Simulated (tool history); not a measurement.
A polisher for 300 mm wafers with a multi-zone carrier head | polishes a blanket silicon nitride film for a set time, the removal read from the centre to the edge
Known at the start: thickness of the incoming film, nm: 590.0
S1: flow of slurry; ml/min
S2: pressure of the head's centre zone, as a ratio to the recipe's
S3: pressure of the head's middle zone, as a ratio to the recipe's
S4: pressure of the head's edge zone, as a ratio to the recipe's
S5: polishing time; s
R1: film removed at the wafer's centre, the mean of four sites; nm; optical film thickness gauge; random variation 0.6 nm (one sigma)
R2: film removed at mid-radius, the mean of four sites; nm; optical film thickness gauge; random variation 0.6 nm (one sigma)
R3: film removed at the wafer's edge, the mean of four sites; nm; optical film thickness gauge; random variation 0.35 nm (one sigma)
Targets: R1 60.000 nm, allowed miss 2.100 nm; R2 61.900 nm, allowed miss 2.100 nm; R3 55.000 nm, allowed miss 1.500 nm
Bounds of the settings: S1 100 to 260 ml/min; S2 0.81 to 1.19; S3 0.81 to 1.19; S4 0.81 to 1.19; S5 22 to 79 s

run	day	S1	S2	S3	S4	S5	R1	R2	R3
1	0.000	165	1.00	1.00	1.00	50	82.889	81.594	83.161
2	0.346	165	1.00	1.01	0.98	48	79.296	82.023	79.414
3	0.542	165	1.01	1.00	0.96	46	77.213	76.479	74.607
4	0.700	165	1.01	0.93	0.96	46	75.707	72.604	75.693
5	0.838	160	1.01	0.94	0.94	45	74.597	71.041	71.658
6	1.192	185	1.01	0.94	0.94	45	76.676	72.797	73.912
7	1.529	180	1.01	0.94	0.92	44	73.469	70.741	71.654
8	1.558	170	1.01	0.95	0.91	43	74.004	69.093	68.850
9	1.808	165	0.99	0.96	0.90	42	69.574	67.388	66.968
10	2.042	160	0.99	0.97	0.89	41	66.523	66.541	64.325
11	2.233	155	0.99	0.98	0.88	41	66.530	66.198	63.459
12	2.358	150	0.99	0.99	0.87	41	65.915	65.888	62.485
13	2.642	150	0.99	0.99	0.87	41	66.303	67.033	62.608
14	2.904	145	0.99	0.99	0.86	41	65.619	66.245	61.638
15	3.267	115	1.00	1.02	0.81	37	56.152	56.944	52.661
16	3.438	115	1.00	1.02	0.81	37	55.315	57.469	52.320
17	3.558	120	1.00	1.02	0.81	37	55.765	58.177	53.224
18	3.817	160	1.04	1.06	0.82	37	62.180	64.743	55.558

4 next moves are on the table. One of them brings every result within its allowed miss. Which?
A	4.075	185	0.99	1.01	0.81	36	?	?	?
B	4.075	170	1.11	1.03	0.83	37	?	?	?
C	4.075	155	1.13	0.98	0.84	36	?	?	?
D	4.075	165	1.17	1.10	0.81	34	?	?	?

move	R1	R2	R3
A	59.959	61.559	54.624
B	67.533	63.345	56.118
C	65.469	58.040	54.221
D	64.858	61.205	50.766
A: meets every target
B: brings the result that was furthest off to its target, and leaves another outside
C: takes the result that was furthest off past its target
D: brings the result that was furthest off to its target, and leaves another outside
Answer: A
